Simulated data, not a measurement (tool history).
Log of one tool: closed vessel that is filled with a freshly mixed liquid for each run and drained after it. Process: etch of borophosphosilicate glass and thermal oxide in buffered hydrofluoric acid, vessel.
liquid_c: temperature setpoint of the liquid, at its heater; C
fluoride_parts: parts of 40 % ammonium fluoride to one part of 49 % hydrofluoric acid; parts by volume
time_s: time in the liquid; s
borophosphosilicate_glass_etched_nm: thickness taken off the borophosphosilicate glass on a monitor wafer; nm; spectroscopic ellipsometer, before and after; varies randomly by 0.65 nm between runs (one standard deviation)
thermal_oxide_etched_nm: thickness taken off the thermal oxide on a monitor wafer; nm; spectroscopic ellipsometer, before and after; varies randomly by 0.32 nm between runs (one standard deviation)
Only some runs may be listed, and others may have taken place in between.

run,hour,liquid_c,fluoride_parts,time_s,borophosphosilicate_glass_etched_nm,thermal_oxide_etched_nm
1,0,23,13.5,60,61.201,46.54
2,5.3,23.5,13.5,60,61.981,47.173
3,14.5,24,13.5,60,64.757,48.562
4,17.6,24,17,60,50.939,39.083
5,25.3,25.5,17,60,55.315,42.071
6,34.4,28,17,60,63.253,47.796
7,35.4,28.5,17,60,64.835,49.323

Expected results for the next run?
8,38.7,29,17,60,?,?

{"run 8": {"borophosphosilicate_glass_etched_nm": 66.56, "thermal_oxide_etched_nm": 50.413}}
